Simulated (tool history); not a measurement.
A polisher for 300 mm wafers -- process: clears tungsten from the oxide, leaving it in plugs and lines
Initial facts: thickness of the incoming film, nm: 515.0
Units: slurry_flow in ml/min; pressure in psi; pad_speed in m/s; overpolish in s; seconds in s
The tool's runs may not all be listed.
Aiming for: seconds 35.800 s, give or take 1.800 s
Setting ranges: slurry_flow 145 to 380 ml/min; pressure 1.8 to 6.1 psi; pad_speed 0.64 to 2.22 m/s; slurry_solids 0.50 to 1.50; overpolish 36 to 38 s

run	day	slurry_flow	pressure	pad_speed	slurry_solids	overpolish	seconds
1	0.000	245	3.9	1.42	1.00	36	60.942
2	0.075	245	3.9	1.42	1.00	38	60.451
3	0.238	245	3.9	1.42	1.00	38	60.048
4	0.404	245	4.5	1.44	1.00	38	52.852
5	0.733	245	4.5	1.44	1.15	38	52.803
6	0.983	245	5.3	1.44	1.15	38	43.936
7	1.071	245	5.5	1.46	1.15	38	41.451
8	1.183	245	5.7	1.46	1.15	38	40.767

Exercise: of the 4 proposed moves below, exactly one satisfies all targets within the stated allowed misses. Which move is it?
A	1.296	325	5.6	1.64	1.15	38	?
B	1.296	235	5.8	1.14	1.50	38	?
C	1.296	225	5.0	1.36	1.10	38	?
D	1.296	285	5.9	1.38	1.15	36	?

move	seconds
A	36.081
B	48.535
C	50.338
D	40.975
A: each result inside its tolerance
B: misses by more than the last run did
C: misses by more than the last run did
D: about the same distance from the targets as the last run
A is the move that brings every result within its allowed miss.
